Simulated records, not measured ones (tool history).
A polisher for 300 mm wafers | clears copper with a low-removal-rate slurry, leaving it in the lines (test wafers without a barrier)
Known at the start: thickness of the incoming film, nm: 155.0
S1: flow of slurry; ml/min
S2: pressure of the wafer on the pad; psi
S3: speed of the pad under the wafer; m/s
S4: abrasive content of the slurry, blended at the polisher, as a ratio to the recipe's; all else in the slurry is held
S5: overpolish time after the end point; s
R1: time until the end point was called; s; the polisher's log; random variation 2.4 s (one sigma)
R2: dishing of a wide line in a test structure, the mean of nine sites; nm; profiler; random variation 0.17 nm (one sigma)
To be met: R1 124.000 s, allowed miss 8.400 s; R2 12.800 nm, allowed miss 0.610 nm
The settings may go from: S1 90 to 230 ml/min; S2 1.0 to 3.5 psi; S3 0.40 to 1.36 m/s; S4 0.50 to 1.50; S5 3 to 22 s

Run 1, hour 0.0: S1 150 ml/min, S2 2.2 psi, S3 0.88 m/s, S4 1.00, S5 11 s. Result: R1 83.659 s, R2 17.090 nm.
Run 2, hour 1.6: S1 150 ml/min, S2 2.5 psi, S3 0.88 m/s, S4 1.00, S5 11 s. Result: R1 76.208 s, R2 19.283 nm.
Run 3, hour 7.9: S1 145 ml/min, S2 2.2 psi, S3 0.86 m/s, S4 1.00, S5 11 s. Result: R1 82.827 s, R2 17.039 nm.
Run 4, hour 13.9: S1 145 ml/min, S2 2.2 psi, S3 0.86 m/s, S4 1.00, S5 15 s. Result: R1 84.074 s, R2 22.548 nm.
Run 5, hour 18.4: S1 145 ml/min, S2 1.8 psi, S3 0.86 m/s, S4 1.00, S5 15 s. Result: R1 97.806 s, R2 19.471 nm.
Run 6, hour 23.6: S1 145 ml/min, S2 1.7 psi, S3 0.86 m/s, S4 1.00, S5 14 s. Result: R1 102.010 s, R2 17.416 nm.
Run 7, hour 26.2: S1 145 ml/min, S2 1.6 psi, S3 0.86 m/s, S4 1.00, S5 14 s. Result: R1 108.080 s, R2 16.453 nm.
Run 8, hour 34.9: S1 145 ml/min, S2 1.5 psi, S3 0.86 m/s, S4 1.00, S5 14 s. Result: R1 110.440 s, R2 15.872 nm.
Run 9, hour 43.1: S1 145 ml/min, S2 1.4 psi, S3 0.86 m/s, S4 1.00, S5 14 s. Result: R1 120.420 s, R2 14.997 nm.
Run 10, hour 44.7: S1 145 ml/min, S2 1.4 psi, S3 0.86 m/s, S4 1.00, S5 13 s. Result: R1 122.460 s, R2 13.856 nm.

Which of these 4 next moves meets every target?
Run A, hour 46.3: S1 150 ml/min, S2 1.2 psi, S3 0.92 m/s, S4 1.15, S5 14 s. Result: R1 ?, R2 ?.
Run B, hour 46.3: S1 155 ml/min, S2 1.1 psi, S3 0.78 m/s, S4 1.00, S5 13 s. Result: R1 ?, R2 ?.
Run C, hour 46.3: S1 150 ml/min, S2 1.3 psi, S3 0.86 m/s, S4 1.10, S5 12 s. Result: R1 ?, R2 ?.
Run D, hour 46.3: S1 150 ml/min, S2 1.7 psi, S3 0.90 m/s, S4 1.00, S5 11 s. Result: R1 ?, R2 ?.

move       R1      R2
   A  123.700  14.714
   B  155.480  11.062
   C  124.710  12.668
   D   99.706  14.483
A: further off than the last run
B: takes the result that was furthest off past its target
C: meets every target
D: further off than the last run
Move C is the one to make.
